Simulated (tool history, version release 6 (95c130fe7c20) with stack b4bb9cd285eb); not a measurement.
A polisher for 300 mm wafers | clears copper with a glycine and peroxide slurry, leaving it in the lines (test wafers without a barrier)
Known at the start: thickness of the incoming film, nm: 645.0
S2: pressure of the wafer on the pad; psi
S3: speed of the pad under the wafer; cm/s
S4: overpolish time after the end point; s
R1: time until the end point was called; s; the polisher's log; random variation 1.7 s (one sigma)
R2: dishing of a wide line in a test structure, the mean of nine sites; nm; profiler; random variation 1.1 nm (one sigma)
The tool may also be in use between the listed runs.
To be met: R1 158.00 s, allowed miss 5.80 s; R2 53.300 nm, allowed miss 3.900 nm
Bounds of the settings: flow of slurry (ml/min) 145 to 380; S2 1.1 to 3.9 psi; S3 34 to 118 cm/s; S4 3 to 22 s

run 1 day=0.000 | flow_of_slurry_(ml/min)=245 S2=2.5 S3=76 S4=11 | R1=190.18 R2=27.209
run 2 day=0.162 | flow_of_slurry_(ml/min)=245 S2=2.5 S3=82 S4=11 | R1=186.84 R2=27.647
run 3 day=0.508 | flow_of_slurry_(ml/min)=245 S2=2.7 S3=82 S4=13 | R1=171.24 R2=34.320
run 4 day=0.854 | flow_of_slurry_(ml/min)=245 S2=2.2 S3=82 S4=13 | R1=199.56 R2=30.439
-- day=1.212 worn pad replaced by a new one
run 5 day=1.212 | flow_of_slurry_(ml/min)=245 S2=1.7 S3=82 S4=13 | R1=213.37 R2=26.945
run 6 day=1.388 | flow_of_slurry_(ml/min)=245 S2=1.7 S3=76 S4=13 | R1=221.87 R2=26.026
run 7 day=1.525 | flow_of_slurry_(ml/min)=245 S2=2.2 S3=78 S4=14 | R1=192.77 R2=32.590
run 8 day=1.825 | flow_of_slurry_(ml/min)=240 S2=2.4 S3=80 S4=15 | R1=181.52 R2=37.042
run 9 day=2.117 | flow_of_slurry_(ml/min)=240 S2=2.5 S3=80 S4=16 | R1=173.41 R2=40.409
run 10 day=2.433 | flow_of_slurry_(ml/min)=240 S2=2.5 S3=80 S4=17 | R1=174.71 R2=44.346
run 11 day=2.771 | flow_of_slurry_(ml/min)=240 S2=2.6 S3=80 S4=17 | R1=169.67 R2=44.428
run 12 day=3.046 | flow_of_slurry_(ml/min)=240 S2=2.7 S3=80 S4=18 | R1=167.48 R2=47.355

Which of these 4 next moves meets every target?
run A day=3.321 | flow_of_slurry_(ml/min)=250 S2=2.5 S3=84 S4=13 | R1=? R2=?
run B day=3.321 | flow_of_slurry_(ml/min)=215 S2=3.0 S3=90 S4=14 | R1=? R2=?
run C day=3.321 | flow_of_slurry_(ml/min)=275 S2=2.8 S3=70 S4=17 | R1=? R2=?
run D day=3.321 | flow_of_slurry_(ml/min)=260 S2=2.8 S3=82 S4=20 | R1=? R2=?

move=A R1=170.13 R2=34.127
move=B R1=146.48 R2=41.818
move=C R1=174.33 R2=42.659
move=D R1=159.53 R2=52.859
A: further off than the last run
B: takes the result that was furthest off past its target
C: further off than the last run
D: meets every target
The right move is D.

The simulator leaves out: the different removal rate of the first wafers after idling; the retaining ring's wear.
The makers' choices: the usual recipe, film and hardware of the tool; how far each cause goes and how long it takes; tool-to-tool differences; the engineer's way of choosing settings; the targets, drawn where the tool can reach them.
